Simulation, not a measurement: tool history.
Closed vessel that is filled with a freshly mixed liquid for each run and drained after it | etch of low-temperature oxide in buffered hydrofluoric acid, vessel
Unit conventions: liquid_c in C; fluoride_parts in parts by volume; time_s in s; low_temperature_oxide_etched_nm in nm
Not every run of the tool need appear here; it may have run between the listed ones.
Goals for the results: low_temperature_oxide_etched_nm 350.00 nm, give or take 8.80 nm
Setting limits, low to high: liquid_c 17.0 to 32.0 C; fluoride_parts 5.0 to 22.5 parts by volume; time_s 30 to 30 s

| run | hour | liquid_c | fluoride_parts | time_s | low_temperature_oxide_etched_nm |
|---|---|---|---|---|---|
| 1 | 0.0 | 24.0 | 13.5 | 30 | 135.07 |
| 2 | 8.2 | 24.0 | 13.5 | 30 | 136.47 |
| 3 | 10.6 | 24.0 | 16.0 | 30 | 113.66 |
| 4 | 15.7 | 24.0 | 16.0 | 30 | 114.32 |
| 5 | 22.0 | 20.5 | 16.0 | 30 | 94.09 |
| 6 | 27.2 | 20.5 | 14.0 | 30 | 106.50 |
| 7 | 34.3 | 23.0 | 12.0 | 30 | 144.10 |
| 8 | 42.7 | 25.0 | 10.5 | 30 | 183.46 |
| 9 | 46.1 | 26.5 | 10.0 | 30 | 206.23 |
| 10 | 49.3 | 30.5 | 6.0 | 30 | 415.50 |

Below are 5 possible settings for the next run. Only one of them brings all results inside the allowed miss of their targets. Which is it?
| A | 52.5 | 30.5 | 7.5 | 30 | ? |
| B | 52.5 | 31.5 | 8.0 | 30 | ? |
| C | 52.5 | 29.0 | 7.0 | 30 | ? |
| D | 52.5 | 31.5 | 5.5 | 30 | ? |
| E | 52.5 | 31.5 | 7.5 | 30 | ? |

| move | low_temperature_oxide_etched_nm |
|---|---|
| A | 332.20 |
| B | 326.39 |
| C | 330.77 |
| D | 463.55 |
| E | 349.94 |
A: carries the result that was furthest off beyond its target, to the other side
B: carries the result that was furthest off beyond its target, to the other side
C: carries the result that was furthest off beyond its target, to the other side
D: moves away from the targets compared with the last run
E: each result inside its tolerance
So the answer is move E, the one that meets all the targets.
